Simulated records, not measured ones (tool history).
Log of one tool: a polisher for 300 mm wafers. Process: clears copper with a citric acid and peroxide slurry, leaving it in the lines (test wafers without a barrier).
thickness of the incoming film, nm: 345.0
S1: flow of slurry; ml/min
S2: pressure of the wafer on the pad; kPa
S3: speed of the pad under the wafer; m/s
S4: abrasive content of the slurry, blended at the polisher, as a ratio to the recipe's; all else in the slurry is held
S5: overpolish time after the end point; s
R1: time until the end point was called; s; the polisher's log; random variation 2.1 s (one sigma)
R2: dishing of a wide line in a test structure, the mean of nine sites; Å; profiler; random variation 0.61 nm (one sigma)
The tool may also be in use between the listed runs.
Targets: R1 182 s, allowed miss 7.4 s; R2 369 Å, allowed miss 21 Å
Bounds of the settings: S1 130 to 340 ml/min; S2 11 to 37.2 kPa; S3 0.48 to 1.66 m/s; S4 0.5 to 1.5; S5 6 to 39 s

run,hour,S1,S2,S3,S4,S5,R1,R2
1,0,220,24.1,1.06,1,20,123.85,337.42
2,3,220,24.1,1.06,0.95,20,125.55,349.14
3,9.5,215,22.8,1.06,0.9,21,133.03,330.32
4,12.5,215,22.8,1.06,0.75,21,137.13,334.84
5,18.2,215,22.1,1.06,0.75,22,144.26,336.2
6,20.7,215,22.1,1.06,0.9,22,137.71,339.7
7,22.9,210,21.4,1.06,0.9,23,140.82,345.21
8,24.6,210,20.7,1.06,0.9,24,148.62,346.93
9,29.4,210,20,1.06,0.9,25,147.36,357.38
10,30.2,205,19.3,1.06,0.9,26,156.45,358.41
11,38.3,200,18.6,1.06,0.9,27,159.62,353.69
12,41.8,195,15.2,1.04,0.9,32,196.07,334.3

Which of these 4 next moves meets every target?
A,45.3,205,15.2,0.94,0.85,32,?,?
B,45.3,215,13.1,0.92,1.15,38,?,?
C,45.3,265,15.2,1.12,0.8,33,?,?
D,45.3,195,15.9,1.08,0.8,27,?,?

move,R1,R2
A,217.25,326.06
B,232.88,350.45
C,183.93,378.67
D,188.28,319.64
A: further off than the last run
B: further off than the last run
C: meets every target
D: brings the result that was furthest off to its target, and leaves another outside
The right move is C.
